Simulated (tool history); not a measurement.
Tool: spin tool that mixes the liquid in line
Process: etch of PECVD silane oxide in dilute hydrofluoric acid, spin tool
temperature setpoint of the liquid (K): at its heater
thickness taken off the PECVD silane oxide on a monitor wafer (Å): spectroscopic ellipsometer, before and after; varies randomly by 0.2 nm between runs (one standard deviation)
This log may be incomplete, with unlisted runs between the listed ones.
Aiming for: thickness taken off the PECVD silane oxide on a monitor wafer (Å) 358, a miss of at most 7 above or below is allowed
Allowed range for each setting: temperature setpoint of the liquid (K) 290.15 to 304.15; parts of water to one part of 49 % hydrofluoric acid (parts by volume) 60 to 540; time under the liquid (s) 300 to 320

run  hour  temperature setpoint of the liquid (K)  parts of water to one part of 49 % hydrofluoric acid (parts by volume)  time under the liquid (s)  thickness taken off the PECVD silane oxide on a monitor wafer (Å)
  1     0                                  296.15                                                                     300                        300                                                             185.57
  2   5.7                                  296.15                                                                     300                        320                                                             199.31
  3   7.6                                  296.15                                                                     300                        300                                                             186.22
  4  13.2                                  296.15                                                                     365                        300                                                             143.96
  5  15.7                                  297.65                                                                     330                        300                                                             173.29
  6    23                                  299.15                                                                     300                        300                                                             204.13
  7  29.3                                  303.15                                                                     180                        300                                                             456.05
  8  32.6                                  302.15                                                                     180                        300                                                             431.86
  9  33.7                                  301.15                                                                     180                        300                                                              420.4
 10  41.6                                  300.15                                                                     180                        300                                                             406.62
 11    45                                  299.65                                                                     180                        300                                                             401.11
 12  49.9                                  299.65                                                                     180                        300                                                             396.01
 13  51.8                                  299.65                                                                     180                        300                                                             401.62
 14  58.3                                  299.15                                                                     180                        300                                                             393.51
 15  61.3                                  298.65                                                                     180                        300                                                             379.16
 16  70.2                                  298.15                                                                     180                        300                                                             375.41
 17  73.1                                  297.65                                                                     180                        300                                                             369.88
 18  80.1                                  297.65                                                                     180                        300                                                             369.49

Consider the 5 candidate settings below. Which is the only one whose results all fall within their allowed miss of target?
  A  87.1                                  299.65                                                                     205                        300                                                                  ?
  B  87.1                                  297.15                                                                     200                        320                                                                  ?
  C  87.1                                  296.65                                                                     195                        315                                                                  ?
  D  87.1                                  297.65                                                                     195                        300                                                                  ?
  E  87.1                                  297.15                                                                     185                        305                                                                  ?

move  thickness taken off the PECVD silane oxide on a monitor wafer (Å)
   A                                                              340.6
   B                                                             341.89
   C                                                             340.65
   D                                                             336.68
   E                                                             358.06
A: takes the result that was furthest off past its target
B: takes the result that was furthest off past its target
C: takes the result that was furthest off past its target
D: takes the result that was furthest off past its target
E: every result within its allowed miss
Move E is the one to make.

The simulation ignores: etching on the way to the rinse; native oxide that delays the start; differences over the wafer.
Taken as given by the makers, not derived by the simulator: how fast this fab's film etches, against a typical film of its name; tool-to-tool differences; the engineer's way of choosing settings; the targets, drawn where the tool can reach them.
